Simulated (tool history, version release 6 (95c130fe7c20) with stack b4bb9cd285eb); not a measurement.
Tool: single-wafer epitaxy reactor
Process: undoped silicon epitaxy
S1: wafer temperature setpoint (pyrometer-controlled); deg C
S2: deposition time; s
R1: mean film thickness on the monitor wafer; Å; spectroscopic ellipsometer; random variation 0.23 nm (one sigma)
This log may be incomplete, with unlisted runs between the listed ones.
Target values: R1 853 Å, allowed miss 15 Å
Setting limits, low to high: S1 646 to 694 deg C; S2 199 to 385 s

| run | hour | S1 | S2 | R1 |
|---|---|---|---|---|
| 1 | 0 | 670 | 292 | 761.44 |
| 2 | 2.4 | 672 | 292 | 798.31 |
| 3 | 8.8 | 672 | 273 | 743.31 |
| 4 | 16.2 | 672 | 232 | 634.28 |
| 5 | 22 | 676 | 232 | 696.72 |
| 6 | 28 | 671 | 232 | 618.4 |
| 7 | 29.2 | 675 | 232 | 680.6 |
| 8 | 37.2 | 687 | 233 | 900.43 |
| 9 | 43.6 | 687 | 233 | 899.9 |
| 10 | 49.1 | 686 | 233 | 881.93 |

Which one of the following 5 next-run settings gets every result inside its allowed miss? There is exactly one.
| A | 54.6 | 682 | 246 | ? |
| B | 54.6 | 683 | 249 | ? |
| C | 54.6 | 689 | 225 | ? |
| D | 54.6 | 687 | 240 | ? |
| E | 54.6 | 688 | 231 | ? |

| move | R1 |
|---|---|
| A | 850.08 |
| B | 880.55 |
| C | 912.88 |
| D | 930.34 |
| E | 916.13 |
A: every result lands within tolerance
B: roughly where the last run was
C: its largest miss is bigger than the last run's
D: its largest miss is bigger than the last run's
E: its largest miss is bigger than the last run's
A is the move that brings every result within its allowed miss.
